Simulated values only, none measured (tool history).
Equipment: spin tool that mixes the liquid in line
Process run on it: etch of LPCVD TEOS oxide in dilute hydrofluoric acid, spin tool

run  hour  temperature setpoint of the liquid (°C)  parts of water to one part of 49 % hydrofluoric acid (parts by volume)  time under the liquid (s)  thickness taken off the LPCVD TEOS oxide on a monitor wafer (Å)
  1   0.0                                     26.0                                                                     155                         40                                                           85.685
  2   5.4                                     27.5                                                                     155                         40                                                           89.598
  3   7.3                                     29.0                                                                     150                         40                                                           98.964
  4  10.9                                     30.0                                                                     150                         40                                                          102.620
  5  16.0                                     30.0                                                                     105                         40                                                          155.900
  6  23.4                                     30.0                                                                     150                         40                                                          102.940
  7  28.7                                     31.0                                                                     150                         40                                                          106.750
  8  33.2                                     31.5                                                                     150                         40                                                          108.520
  9  39.4                                     31.5                                                                     150                         40                                                          108.640

For run 10, what comes out?
 10  46.2                                     32.0                                                                     150                         40                                                                ?

Run 10 produced thickness taken off the LPCVD TEOS oxide on a monitor wafer (Å) 110.810.
